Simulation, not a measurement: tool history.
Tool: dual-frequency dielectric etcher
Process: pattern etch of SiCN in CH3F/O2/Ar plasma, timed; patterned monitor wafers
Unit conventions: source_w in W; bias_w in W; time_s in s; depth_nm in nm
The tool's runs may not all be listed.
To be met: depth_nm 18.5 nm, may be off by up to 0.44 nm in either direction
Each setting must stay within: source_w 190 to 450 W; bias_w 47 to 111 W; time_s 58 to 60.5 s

{"run": 1, "hour": 0.0, "source_w": 320, "bias_w": 79, "time_s": 58, "depth_nm": 20.826}
{"run": 2, "hour": 3.1, "source_w": 320, "bias_w": 90, "time_s": 58, "depth_nm": 21.828}
{"run": 3, "hour": 10.4, "source_w": 310, "bias_w": 89, "time_s": 58, "depth_nm": 21.821}
{"run": 4, "hour": 18.0, "source_w": 300, "bias_w": 86, "time_s": 58, "depth_nm": 21.37}
{"run": 5, "hour": 26.2, "source_w": 300, "bias_w": 92, "time_s": 58, "depth_nm": 21.871}
{"run": 6, "hour": 31.6, "source_w": 290, "bias_w": 89, "time_s": 58, "depth_nm": 21.241}
{"run": 7, "hour": 32.9, "source_w": 280, "bias_w": 87, "time_s": 58, "depth_nm": 20.497}
{"run": 8, "hour": 39.7, "source_w": 270, "bias_w": 87, "time_s": 58, "depth_nm": 20.575}
{"run": 9, "hour": 47.1, "source_w": 260, "bias_w": 86, "time_s": 58, "depth_nm": 20.075}
{"run": 10, "hour": 54.0, "source_w": 250, "bias_w": 86, "time_s": 58, "depth_nm": 19.909}
{"run": 11, "hour": 59.2, "source_w": 240, "bias_w": 86, "time_s": 58, "depth_nm": 19.296}
{"run": 12, "hour": 62.3, "source_w": 230, "bias_w": 85, "time_s": 58, "depth_nm": 19.052}

Which single option among these 4 for the next run brings every result within its allowed miss of target? Just one does.
{"run": "A", "hour": 65.4, "source_w": 220, "bias_w": 94, "time_s": 58, "depth_nm": "?"}
{"run": "B", "hour": 65.4, "source_w": 260, "bias_w": 75, "time_s": 60.5, "depth_nm": "?"}
{"run": "C", "hour": 65.4, "source_w": 210, "bias_w": 84, "time_s": 58, "depth_nm": "?"}
{"run": "D", "hour": 65.4, "source_w": 220, "bias_w": 93, "time_s": 58, "depth_nm": "?"}

move=A depth_nm=19.815
move=B depth_nm=19.74
move=C depth_nm=18.479
move=D depth_nm=19.715
A: moves away from the targets compared with the last run
B: moves away from the targets compared with the last run
C: in spec on every target
D: moves away from the targets compared with the last run
C meets every target.
